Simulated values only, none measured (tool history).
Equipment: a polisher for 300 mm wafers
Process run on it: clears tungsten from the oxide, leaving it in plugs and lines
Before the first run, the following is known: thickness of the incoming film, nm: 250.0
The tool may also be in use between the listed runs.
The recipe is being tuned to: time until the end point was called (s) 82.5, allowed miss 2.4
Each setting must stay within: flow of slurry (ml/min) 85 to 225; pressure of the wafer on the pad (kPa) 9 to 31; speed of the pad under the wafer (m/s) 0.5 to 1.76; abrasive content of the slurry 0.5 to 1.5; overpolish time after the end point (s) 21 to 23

run	hour	flow of slurry (ml/min)	pressure of the wafer on the pad (kPa)	speed of the pad under the wafer (m/s)	abrasive content of the slurry	overpolish time after the end point (s)	time until the end point was called (s)
1	0	145	20	1.12	1	21	75.141
2	5.3	140	20	1.12	1	21	76.808
3	6.8	135	20	1.12	1	21	77.47
4	15.1	130	20	1.12	1	21	78.403
5	24	130	23.4	1.12	1	21	66.612
6	32.4	105	23.4	1.12	1	21	70.118
7	39.1	105	22.8	1.12	1	21	71.333
8	43.2	105	22.1	1.12	1	21	72.561
9	45.7	105	21.4	1.12	1	21	76.591

Exactly one of the 5 candidate moves below puts every result within its allowed miss. Which one?
A	48.2	95	20.7	1.28	0.85	21	?
B	48.2	105	27.6	0.96	1	21	?
C	48.2	105	22.1	1.04	0.85	21	?
D	48.2	135	23.4	1.04	0.95	21	?
E	48.2	145	21.4	1.1	1.1	21	?

move	time until the end point was called (s)
A	74.099
B	69.359
C	83.043
D	72.214
E	71.235
A: misses by more than the last run did
B: misses by more than the last run did
C: each result inside its tolerance
D: misses by more than the last run did
E: misses by more than the last run did
C meets every target.
